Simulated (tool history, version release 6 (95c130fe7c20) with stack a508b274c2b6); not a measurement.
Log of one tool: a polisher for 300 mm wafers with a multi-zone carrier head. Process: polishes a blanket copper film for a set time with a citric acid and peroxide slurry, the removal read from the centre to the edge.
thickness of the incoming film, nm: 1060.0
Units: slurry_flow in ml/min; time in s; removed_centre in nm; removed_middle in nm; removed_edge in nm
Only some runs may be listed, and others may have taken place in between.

| run | hour | slurry_flow | centre_zone | middle_zone | edge_zone | slurry_solids | time | removed_centre | removed_middle | removed_edge |
|---|---|---|---|---|---|---|---|---|---|---|
| 1 | 0.0 | 245 | 1.00 | 1.00 | 1.00 | 1.00 | 51 | 173.01 | 172.40 | 172.38 |
| 2 | 0.9 | 300 | 1.00 | 1.00 | 1.00 | 1.00 | 51 | 173.68 | 174.55 | 173.99 |
| 3 | 5.7 | 300 | 0.98 | 0.99 | 0.99 | 0.95 | 51 | 172.20 | 167.15 | 170.76 |
| 4 | 8.1 | 340 | 0.98 | 0.99 | 0.99 | 0.95 | 51 | 173.12 | 171.99 | 174.25 |
| 5 | 13.4 | 340 | 0.98 | 0.99 | 0.92 | 0.95 | 51 | 178.80 | 172.70 | 165.67 |
| 6 | 16.1 | 335 | 0.96 | 0.99 | 0.92 | 0.95 | 51 | 170.06 | 171.71 | 169.38 |
| 7 | 16.7 | 330 | 0.95 | 0.99 | 0.91 | 0.90 | 51 | 163.32 | 169.04 | 165.66 |
| 8 | 21.6 | 325 | 0.94 | 0.99 | 0.90 | 0.90 | 51 | 161.33 | 168.95 | 163.14 |
| 9 | 28.8 | 320 | 0.93 | 0.99 | 0.89 | 0.90 | 51 | 160.76 | 168.45 | 163.77 |
| 10 | 36.5 | 315 | 0.92 | 0.99 | 0.88 | 0.90 | 51 | 157.77 | 169.80 | 163.80 |

Forecast run 11:
| 11 | 44.0 | 315 | 0.91 | 0.99 | 0.87 | 0.90 | 51 | ? | ? | ? |

Logged for run 11: removed_centre 156.39 nm, removed_middle 168.41 nm, removed_edge 161.40 nm.
